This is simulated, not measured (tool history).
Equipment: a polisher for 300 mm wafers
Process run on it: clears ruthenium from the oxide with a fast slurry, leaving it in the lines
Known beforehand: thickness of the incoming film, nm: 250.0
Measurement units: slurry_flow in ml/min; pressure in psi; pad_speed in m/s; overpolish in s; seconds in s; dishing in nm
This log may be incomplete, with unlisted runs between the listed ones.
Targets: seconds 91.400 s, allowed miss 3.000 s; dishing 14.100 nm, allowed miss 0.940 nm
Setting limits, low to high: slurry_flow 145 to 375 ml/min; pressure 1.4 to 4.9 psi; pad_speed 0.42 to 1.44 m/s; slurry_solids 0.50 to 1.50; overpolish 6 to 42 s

| run | hour | slurry_flow | pressure | pad_speed | slurry_solids | overpolish | seconds | dishing |
|---|---|---|---|---|---|---|---|---|
| 1 | 0.0 | 240 | 3.1 | 0.92 | 1.00 | 21 | 60.042 | 63.905 |
| 2 | 4.3 | 245 | 2.7 | 0.90 | 1.00 | 17 | 68.611 | 47.529 |
| 3 | 11.9 | 280 | 2.3 | 0.88 | 1.00 | 14 | 81.945 | 35.568 |
| 4 | 15.7 | 225 | 2.3 | 0.88 | 1.00 | 14 | 83.355 | 35.767 |
| 5 | 19.9 | 265 | 2.1 | 0.90 | 1.00 | 12 | 85.929 | 27.844 |
|  | 22.9 | head pressure recalibrated |
| 6 | 22.9 | 265 | 2.7 | 0.90 | 1.00 | 12 | 73.384 | 34.329 |
| 7 | 31.4 | 295 | 2.3 | 1.00 | 0.85 | 10 | 84.645 | 24.324 |
| 8 | 40.2 | 320 | 2.3 | 1.08 | 0.75 | 9 | 85.451 | 22.137 |
| 9 | 41.1 | 335 | 2.2 | 1.18 | 0.70 | 8 | 86.213 | 19.460 |
| 10 | 48.3 | 345 | 2.1 | 1.24 | 0.65 | 7 | 92.234 | 16.289 |
| 11 | 55.1 | 350 | 2.1 | 1.28 | 0.60 | 7 | 98.007 | 15.675 |
| 12 | 62.3 | 355 | 2.1 | 1.32 | 0.60 | 7 | 94.060 | 15.377 |
| 13 | 70.4 | 360 | 2.1 | 1.34 | 0.60 | 7 | 93.600 | 16.291 |
| 14 | 73.2 | 365 | 2.1 | 1.36 | 0.55 | 7 | 101.760 | 14.319 |
| 15 | 78.0 | 370 | 2.2 | 1.38 | 0.55 | 7 | 95.558 | 15.539 |
| 16 | 84.2 | 370 | 2.2 | 1.40 | 0.55 | 7 | 96.144 | 15.465 |
| 17 | 92.3 | 370 | 2.2 | 1.42 | 0.55 | 7 | 94.605 | 16.796 |

Which one of the following 4 next-run settings gets every result inside its allowed miss? There is exactly one.
| A | 100.4 | 375 | 1.8 | 1.42 | 0.60 | 6 | ? | ? |
| B | 100.4 | 335 | 2.5 | 1.32 | 0.50 | 6 | ? | ? |
| C | 100.4 | 375 | 1.7 | 1.42 | 0.70 | 6 | ? | ? |
| D | 100.4 | 350 | 2.0 | 1.44 | 0.55 | 6 | ? | ? |

| move | seconds | dishing |
|---|---|---|
| A | 101.990 | 12.297 |
| B | 101.970 | 12.299 |
| C | 92.089 | 13.578 |
| D | 101.430 | 12.363 |
A: takes the biggest miss from the last run beyond its target
B: takes the biggest miss from the last run beyond its target
C: hits every target within its allowed miss
D: takes the biggest miss from the last run beyond its target
The move that meets every target is C.
